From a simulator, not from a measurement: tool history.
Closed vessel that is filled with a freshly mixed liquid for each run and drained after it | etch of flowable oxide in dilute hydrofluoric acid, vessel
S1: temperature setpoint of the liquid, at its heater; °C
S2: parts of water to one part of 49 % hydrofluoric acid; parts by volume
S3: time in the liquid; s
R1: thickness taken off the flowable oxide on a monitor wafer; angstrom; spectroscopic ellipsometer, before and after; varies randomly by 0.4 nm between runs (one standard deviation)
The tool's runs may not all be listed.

run  hour    S1   S2   S3      R1
  1   0.0  24.0  190  350  487.65
  2   3.0  24.0  190  380  524.66
  3   6.0  25.0  190  380  544.65
  4  11.9  23.5  190  380  520.37
     13.1  -- thermometer replaced
  5  13.1  23.5  190  350  504.32
  6  13.7  23.5  240  350  380.95
  7  21.6  25.0  225  350  431.67
  8  26.3  26.5  215  350  486.61
  9  29.5  27.5  210  350  517.98

What does the tool deliver on the next run?
 10  36.6  28.5  210  350   ?

R1: 535.01 angstrom
